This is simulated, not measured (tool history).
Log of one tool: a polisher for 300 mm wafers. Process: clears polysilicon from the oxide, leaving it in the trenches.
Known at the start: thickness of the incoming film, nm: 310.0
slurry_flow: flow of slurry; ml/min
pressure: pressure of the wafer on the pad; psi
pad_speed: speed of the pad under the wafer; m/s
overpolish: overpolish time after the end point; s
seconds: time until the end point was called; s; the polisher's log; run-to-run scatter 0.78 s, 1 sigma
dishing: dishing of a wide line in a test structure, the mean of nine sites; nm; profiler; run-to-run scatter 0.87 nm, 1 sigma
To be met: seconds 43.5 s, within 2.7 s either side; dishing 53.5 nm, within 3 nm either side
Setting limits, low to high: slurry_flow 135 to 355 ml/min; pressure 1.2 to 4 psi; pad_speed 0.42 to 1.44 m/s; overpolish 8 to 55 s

run,hour,slurry_flow,pressure,pad_speed,overpolish,seconds,dishing
1,0,225,2.6,0.92,28,26.144,59.74
2,1.5,225,2.4,0.92,25,28.52,60.713
3,10.3,225,2.4,0.82,25,32.871,59.639
4,12.9,230,2.4,0.78,26,32.014,62.274
5,18.3,215,2.2,0.84,23,33.001,60.259
6,26.8,215,2.8,0.84,23,27.031,60.012
7,31.1,205,2.6,0.86,21,28.554,61.465
8,32.2,225,2.4,0.86,26,30.723,62.293
9,36.9,210,2.4,0.82,23,31.425,57.553
# hour 39.7: slurry nozzle cleaned
10,39.7,210,2.3,0.82,23,32.369,60.242

Next run, 4 choices. One meets every target within its allowed miss, the rest don't. Which?
A,42.5,140,2.9,0.8,20,?,?
B,42.5,135,2.3,1.14,9,?,?
C,42.5,235,2.7,1.06,29,?,?
D,42.5,135,1.8,0.76,19,?,?

move,seconds,dishing
A,27.398,61.46
B,24.104,54.019
C,20.788,62.762
D,44.352,56.228
A: further off than the last run
B: further off than the last run
C: further off than the last run
D: in spec on every target
So the answer is move D, the one that meets all the targets.
